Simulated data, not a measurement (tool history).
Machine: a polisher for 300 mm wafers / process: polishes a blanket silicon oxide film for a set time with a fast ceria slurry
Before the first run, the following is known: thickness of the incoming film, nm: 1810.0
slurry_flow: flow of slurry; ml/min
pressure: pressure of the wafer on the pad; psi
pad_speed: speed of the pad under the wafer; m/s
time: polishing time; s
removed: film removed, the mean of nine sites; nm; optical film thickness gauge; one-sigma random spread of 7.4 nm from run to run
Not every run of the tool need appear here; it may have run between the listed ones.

{"run": 1, "day": 0.0, "slurry_flow": 195, "pressure": 2.6, "pad_speed": 1.26, "time": 22, "removed": 404.57}
{"run": 2, "day": 0.108, "slurry_flow": 195, "pressure": 2.6, "pad_speed": 1.26, "time": 20, "removed": 378.01}
{"run": 3, "day": 0.175, "slurry_flow": 195, "pressure": 2.6, "pad_speed": 0.96, "time": 20, "removed": 279.42}
{"run": 4, "day": 0.317, "slurry_flow": 195, "pressure": 2.9, "pad_speed": 1, "time": 20, "removed": 324.32}
{"run": 5, "day": 0.517, "slurry_flow": 195, "pressure": 3.2, "pad_speed": 1.04, "time": 20, "removed": 365.49}
{"run": 6, "day": 0.579, "slurry_flow": 150, "pressure": 3.2, "pad_speed": 1.04, "time": 20, "removed": 346.36}

Run 7 is up next; what results do you expect?
{"run": 7, "day": 0.846, "slurry_flow": 165, "pressure": 3.4, "pad_speed": 1.08, "time": 20, "removed": "?"}

Run 7 came out at removed 385.52 nm.
